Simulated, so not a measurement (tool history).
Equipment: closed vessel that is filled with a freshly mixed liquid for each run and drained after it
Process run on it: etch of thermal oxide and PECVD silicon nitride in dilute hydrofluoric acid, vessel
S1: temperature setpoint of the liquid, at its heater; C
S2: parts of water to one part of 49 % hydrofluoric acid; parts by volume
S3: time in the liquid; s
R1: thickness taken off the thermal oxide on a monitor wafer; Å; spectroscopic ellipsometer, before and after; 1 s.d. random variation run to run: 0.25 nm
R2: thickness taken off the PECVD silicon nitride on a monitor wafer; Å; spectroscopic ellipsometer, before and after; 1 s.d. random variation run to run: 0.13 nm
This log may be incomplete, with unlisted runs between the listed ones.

| run | hour | S1 | S2 | S3 | R1 | R2 |
|---|---|---|---|---|---|---|
| 1 | 0.0 | 22.0 | 85 | 365 | 181.40 | 92.932 |
| 2 | 3.1 | 21.5 | 70 | 360 | 219.49 | 106.640 |
| 3 | 9.9 | 21.0 | 60 | 350 | 246.09 | 117.130 |
| 4 | 12.0 | 20.5 | 50 | 345 | 284.55 | 134.970 |
| 5 | 18.3 | 23.5 | 50 | 345 | 324.98 | 163.410 |
| 6 | 26.8 | 22.5 | 45 | 340 | 340.19 | 166.400 |

Run 7 is up next; what results do you expect?
| 7 | 34.9 | 21.5 | 40 | 335 | ? | ? |

R1: 370.15 Å
R2: 174.010 Å
